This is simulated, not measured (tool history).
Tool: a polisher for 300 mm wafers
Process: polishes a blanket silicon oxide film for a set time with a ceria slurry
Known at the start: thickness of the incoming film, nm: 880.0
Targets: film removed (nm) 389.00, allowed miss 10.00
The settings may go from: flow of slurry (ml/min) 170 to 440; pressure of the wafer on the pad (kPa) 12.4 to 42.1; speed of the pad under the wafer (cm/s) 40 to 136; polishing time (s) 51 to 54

run    day  flow of slurry (ml/min)  pressure of the wafer on the pad (kPa)  speed of the pad under the wafer (cm/s)  polishing time (s)  film removed (nm)
  1  0.000                      280                                    26.9                                       88                  51             283.20
  2  0.371                      285                                    29.0                                       88                  51             300.88
  3  0.575                      285                                    23.4                                       88                  51             247.80
  4  0.808                      285                                    26.9                                       88                  51             286.01
  5  1.154                      295                                    29.0                                       88                  51             302.44
     1.429  -- head pressure recalibrated
  6  1.429                      295                                    31.0                                       88                  51             299.00
  7  1.608                      280                                    33.8                                       88                  51             326.06
  8  1.938                      280                                    35.9                                       88                  51             342.87
  9  1.992                      280                                    37.2                                       88                  51             357.51
 10  2.283                      280                                    37.9                                       88                  51             359.71

Which of these 4 next moves meets every target?
  A  2.575                      305                                    40.0                                       66                  53                  ?
  B  2.575                      340                                    40.7                                       86                  51                  ?
  C  2.575                      360                                    36.5                                       90                  51                  ?
  D  2.575                      270                                    38.6                                       86                  51                  ?

move  film removed (nm)
   A             328.49
   B             389.72
   C             364.30
   D             362.15
A: further off than the last run
B: meets every target
C: nearer than the last run, and not there yet
D: nearer than the last run, and not there yet
Answer: B

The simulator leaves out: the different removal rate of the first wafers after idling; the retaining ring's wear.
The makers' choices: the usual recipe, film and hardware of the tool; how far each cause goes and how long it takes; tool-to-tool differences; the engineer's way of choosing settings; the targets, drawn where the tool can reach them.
